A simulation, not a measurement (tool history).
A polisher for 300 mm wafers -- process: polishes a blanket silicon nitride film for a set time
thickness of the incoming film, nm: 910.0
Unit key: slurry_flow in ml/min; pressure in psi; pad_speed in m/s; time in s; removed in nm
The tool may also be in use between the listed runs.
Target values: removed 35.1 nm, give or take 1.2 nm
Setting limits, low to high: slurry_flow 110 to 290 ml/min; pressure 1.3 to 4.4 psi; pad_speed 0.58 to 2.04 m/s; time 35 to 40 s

run    day  slurry_flow  pressure  pad_speed  time  removed
  1      0          185       2.8        1.3    40   71.622
  2  0.371          185       2.8        1.3    40   71.618
  3  0.454          160       2.8        1.3    40    71.72
  4  0.554          140       2.8        1.3    40   69.186
  5   0.65          140       2.8        1.3    35   59.652
  6  0.804          135       2.6        1.3    35   56.382
  7  1.138          135       2.4        1.3    35   51.903
  8  1.342          135       2.2        1.3    35   48.529
  9  1.604          135       2.1        1.3    35   45.601
 10    1.8          130       1.4       1.28    35   30.121
 11  2.129          135       1.4       1.28    35   30.796
 12  2.496          140       1.4       1.28    35    30.95
 13  2.667          145       1.4       1.28    35   31.086
 14  2.692          150       1.4       1.28    35   31.254
 15  2.721          155       1.4       1.28    35   31.372
 16  3.083          160       1.4       1.28    35   31.619
 17  3.454          165       1.4       1.28    35    31.46
 18  3.604          170       1.5       1.28    35   34.151

Which one of the following 5 next-run settings gets every result inside its allowed miss? There is exactly one.
  A  3.754          250       1.6          1    37        ?
  B  3.754          145       1.4       1.24    37        ?
  C  3.754          225       1.6       0.94    39        ?
  D  3.754          190       1.6          1    37        ?
  E  3.754          170       1.3        1.6    35        ?

move  removed
   A   32.825
   B   32.177
   C   32.573
   D   31.852
   E   35.579
A: the biggest miss grows against the last run
B: the biggest miss grows against the last run
C: the biggest miss grows against the last run
D: the biggest miss grows against the last run
E: in spec on every target
E meets every target.
